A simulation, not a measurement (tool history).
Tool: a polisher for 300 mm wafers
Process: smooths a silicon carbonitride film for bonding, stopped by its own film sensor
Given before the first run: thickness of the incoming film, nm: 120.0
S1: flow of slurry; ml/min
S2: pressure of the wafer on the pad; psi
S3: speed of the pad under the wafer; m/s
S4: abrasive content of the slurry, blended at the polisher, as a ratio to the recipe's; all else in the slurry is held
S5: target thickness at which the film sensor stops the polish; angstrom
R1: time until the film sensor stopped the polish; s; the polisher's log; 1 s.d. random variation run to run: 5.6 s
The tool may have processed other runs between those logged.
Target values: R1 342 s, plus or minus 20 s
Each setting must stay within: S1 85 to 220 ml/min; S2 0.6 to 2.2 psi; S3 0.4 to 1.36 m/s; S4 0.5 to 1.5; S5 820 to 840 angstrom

| run | hour | S1 | S2 | S3 | S4 | S5 | R1 |
|---|---|---|---|---|---|---|---|
| 1 | 0 | 140 | 1.4 | 0.88 | 1 | 840 | 204.87 |
| 2 | 7.8 | 140 | 1.5 | 0.88 | 1 | 840 | 199.05 |
| 3 | 11.1 | 140 | 1.3 | 0.86 | 1 | 840 | 232.8 |
| 4 | 15.1 | 140 | 1.3 | 0.86 | 1 | 840 | 229.19 |
| 5 | 17.8 | 140 | 1.3 | 0.86 | 1 | 820 | 245.28 |
| 6 | 25.8 | 140 | 1.3 | 0.74 | 1 | 820 | 272.89 |
| 7 | 33.4 | 140 | 1.2 | 0.74 | 1 | 820 | 300.65 |
| 8 | 41.6 | 140 | 1.1 | 0.74 | 1 | 820 | 319.57 |

Of the 4 settings listed for the next run, only one would bring every result within its allowed miss of target. Which one?
| A | 49.8 | 125 | 1.1 | 0.52 | 1.1 | 840 | ? |
| B | 49.8 | 135 | 1.3 | 0.76 | 0.55 | 820 | ? |
| C | 49.8 | 110 | 0.9 | 0.84 | 0.95 | 820 | ? |
| D | 49.8 | 185 | 1.3 | 0.5 | 1 | 840 | ? |

| move | R1 |
|---|---|
| A | 411.09 |
| B | 407.56 |
| C | 397.67 |
| D | 351.64 |
A: takes the result that was furthest off past its target
B: takes the result that was furthest off past its target
C: takes the result that was furthest off past its target
D: every result within its allowed miss
Move D is the one to make.

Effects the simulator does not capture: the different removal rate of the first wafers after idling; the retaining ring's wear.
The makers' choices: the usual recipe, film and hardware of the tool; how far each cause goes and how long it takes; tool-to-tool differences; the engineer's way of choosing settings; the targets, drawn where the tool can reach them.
